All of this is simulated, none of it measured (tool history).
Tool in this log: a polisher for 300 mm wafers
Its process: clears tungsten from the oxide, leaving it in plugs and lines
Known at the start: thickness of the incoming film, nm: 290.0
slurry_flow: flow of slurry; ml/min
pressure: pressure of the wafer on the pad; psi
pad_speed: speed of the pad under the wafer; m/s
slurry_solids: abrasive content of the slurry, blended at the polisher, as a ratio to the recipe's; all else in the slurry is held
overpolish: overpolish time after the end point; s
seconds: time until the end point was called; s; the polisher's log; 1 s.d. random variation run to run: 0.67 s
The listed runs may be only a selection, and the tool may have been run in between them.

run,hour,slurry_flow,pressure,pad_speed,slurry_solids,overpolish,seconds
1,0.0,310,4.0,1.34,1.00,50,45.750
2,2.8,310,3.8,1.34,1.00,50,47.773
3,5.5,310,3.7,1.34,1.00,50,48.886
4,6.1,310,3.6,1.34,1.00,50,50.820
5,10.9,310,3.6,1.34,1.00,50,51.086
6,18.0,310,3.6,1.34,0.85,50,50.620
7,24.5,310,3.0,1.32,0.85,50,62.647
8,26.0,310,3.0,1.32,0.85,50,62.075

For run 9, what comes out?
9,28.1,310,3.1,1.32,0.85,50,?

seconds: 60.710 s

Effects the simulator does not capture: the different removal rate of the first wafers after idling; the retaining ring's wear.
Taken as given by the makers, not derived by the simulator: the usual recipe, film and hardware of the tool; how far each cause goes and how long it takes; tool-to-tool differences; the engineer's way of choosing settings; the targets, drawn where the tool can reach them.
